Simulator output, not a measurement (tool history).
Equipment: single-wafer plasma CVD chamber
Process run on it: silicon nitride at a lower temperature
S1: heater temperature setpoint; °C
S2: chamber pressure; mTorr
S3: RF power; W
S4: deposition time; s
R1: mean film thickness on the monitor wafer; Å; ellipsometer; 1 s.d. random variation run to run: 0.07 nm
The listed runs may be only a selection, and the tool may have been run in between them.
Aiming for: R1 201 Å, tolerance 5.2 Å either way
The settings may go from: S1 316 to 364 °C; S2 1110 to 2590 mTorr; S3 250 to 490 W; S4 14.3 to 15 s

run,day,S1,S2,S3,S4,R1
1,0,340,1850,370,15,235.25
2,0.046,340,1740,355,14.9,223.01
3,0.2,340,1640,350,14.9,215.93
4,0.354,330,1640,350,14.9,215.61
5,0.704,330,1570,345,14.9,211.14
6,0.729,330,1520,345,14.9,207.73
7,1.104,330,1490,345,14.9,207.58
8,1.275,330,1490,345,14.9,206.44

4 next moves are on the table. One of them brings every result within its allowed miss. Which?
A,1.446,337,1300,365,14.3,?
B,1.446,334,1460,355,15,?
C,1.446,330,1380,340,15,?
D,1.446,338,1290,420,14.3,?

move,R1
A,193.71
B,209.83
C,199.32
D,211.37
A: takes the biggest miss from the last run beyond its target
B: misses by more than the last run did
C: all results in spec
D: misses by more than the last run did
C is the move that brings every result within its allowed miss.
